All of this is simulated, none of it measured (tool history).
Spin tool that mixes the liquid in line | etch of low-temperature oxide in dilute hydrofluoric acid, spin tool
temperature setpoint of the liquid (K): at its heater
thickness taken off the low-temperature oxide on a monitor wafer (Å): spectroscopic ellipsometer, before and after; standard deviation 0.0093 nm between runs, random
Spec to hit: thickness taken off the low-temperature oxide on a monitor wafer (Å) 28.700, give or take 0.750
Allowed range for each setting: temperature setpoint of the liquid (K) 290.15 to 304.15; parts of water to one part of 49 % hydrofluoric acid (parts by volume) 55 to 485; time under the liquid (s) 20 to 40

run  hour  temperature setpoint of the liquid (K)  parts of water to one part of 49 % hydrofluoric acid (parts by volume)  time under the liquid (s)  thickness taken off the low-temperature oxide on a monitor wafer (Å)
  1   0.0                                  296.15                                                                     270                         40                                                                26.172
  2   2.8                                  296.65                                                                     270                         40                                                                26.921
  3   5.8                                  296.65                                                                     220                         40                                                                34.403
  4   6.5                                  295.15                                                                     220                         40                                                                32.454
  5   7.1                                  295.15                                                                     220                         40                                                                32.544
  6  11.9                                  295.15                                                                     280                         40                                                                24.080
  7  14.7                                  296.65                                                                     280                         40                                                                25.460
  8  23.2                                  297.65                                                                     280                         40                                                                26.458
  9  26.7                                  298.15                                                                     280                         40                                                                26.982
 10  30.6                                  298.65                                                                     280                         40                                                                27.480
 11  37.9                                  299.15                                                                     280                         40                                                                27.919

Below are 5 possible settings for the next run. Only one of them brings all results inside the allowed miss of their targets. Which is it?
  A  45.2                                  300.65                                                                     305                         40                                                                     ?
  B  45.2                                  298.15                                                                     280                         40                                                                     ?
  C  45.2                                  297.15                                                                     280                         40                                                                     ?
  D  45.2                                  299.65                                                                     295                         40                                                                     ?
  E  45.2                                  294.15                                                                     235                         40                                                                     ?

move  thickness taken off the low-temperature oxide on a monitor wafer (Å)
   A                                                                26.299
   B                                                                26.929
   C                                                                25.992
   D                                                                26.541
   E                                                                28.915
A: moves away from the targets compared with the last run
B: moves away from the targets compared with the last run
C: moves away from the targets compared with the last run
D: moves away from the targets compared with the last run
E: every result lands within tolerance
Go with E: it meets all targets.
